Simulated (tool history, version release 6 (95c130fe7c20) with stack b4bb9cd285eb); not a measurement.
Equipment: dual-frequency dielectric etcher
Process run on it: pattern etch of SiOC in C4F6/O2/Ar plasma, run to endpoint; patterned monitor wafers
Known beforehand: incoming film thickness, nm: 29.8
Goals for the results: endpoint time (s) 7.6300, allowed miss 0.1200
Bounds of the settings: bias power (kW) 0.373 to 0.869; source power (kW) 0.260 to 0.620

run,hour,bias power (kW),source power (kW),endpoint time (s)
1,0.0,0.621,0.440,9.1972
2,3.4,0.567,0.440,9.7975
3,12.3,0.595,0.440,9.5364
4,21.1,0.595,0.480,9.1228
5,24.6,0.617,0.480,8.9803
6,29.6,0.617,0.510,8.7311
7,35.5,0.617,0.510,8.6877
8,37.7,0.633,0.510,8.6076
9,45.9,0.649,0.510,8.4901

Of the 5 settings listed for the next run, only one would bring every result within its allowed miss of target. Which one?
A,54.1,0.725,0.620,?
B,54.1,0.728,0.550,?
C,54.1,0.787,0.540,?
D,54.1,0.797,0.540,?
E,54.1,0.747,0.600,?

move,endpoint time (s)
A,7.3178
B,7.6831
C,7.4090
D,7.3567
E,7.2950
A: takes the biggest miss from the last run beyond its target
B: hits every target within its allowed miss
C: takes the biggest miss from the last run beyond its target
D: takes the biggest miss from the last run beyond its target
E: takes the biggest miss from the last run beyond its target
Answer: B
